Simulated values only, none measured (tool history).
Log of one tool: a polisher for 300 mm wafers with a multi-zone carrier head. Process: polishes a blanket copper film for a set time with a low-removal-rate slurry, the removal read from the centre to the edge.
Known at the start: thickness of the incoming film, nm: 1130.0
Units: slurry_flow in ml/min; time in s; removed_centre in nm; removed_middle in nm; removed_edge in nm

| run | hour | slurry_flow | centre_zone | middle_zone | edge_zone | slurry_solids | time | removed_centre | removed_middle | removed_edge |
|---|---|---|---|---|---|---|---|---|---|---|
| 1 | 0 | 205 | 1 | 1 | 1 | 1 | 56 | 169.39 | 168.72 | 162.36 |
| 2 | 6.6 | 205 | 1 | 1 | 1 | 1 | 67 | 200.31 | 202.91 | 195.92 |
| 3 | 14.2 | 205 | 1 | 1 | 1 | 0.9 | 67 | 195.71 | 194.88 | 190.29 |
| 4 | 19.8 | 200 | 0.96 | 0.97 | 0.97 | 0.8 | 66 | 181.13 | 184.27 | 182.05 |
| 5 | 23.7 | 200 | 1.04 | 0.97 | 0.97 | 0.8 | 66 | 194.43 | 182.61 | 183.11 |
| 6 | 30.5 | 200 | 1.04 | 0.97 | 0.97 | 0.8 | 75 | 222 | 201.07 | 206.6 |
| 7 | 39.3 | 190 | 1.01 | 0.95 | 0.95 | 0.7 | 71 | 198.45 | 188.23 | 189.27 |

Forecast run 8:
| 8 | 43.4 | 185 | 0.98 | 0.92 | 0.95 | 0.65 | 67 | ? | ? | ? |

Run 8 gave removed_centre 176.2 nm, removed_middle 170.85 nm, removed_edge 176.14 nm.
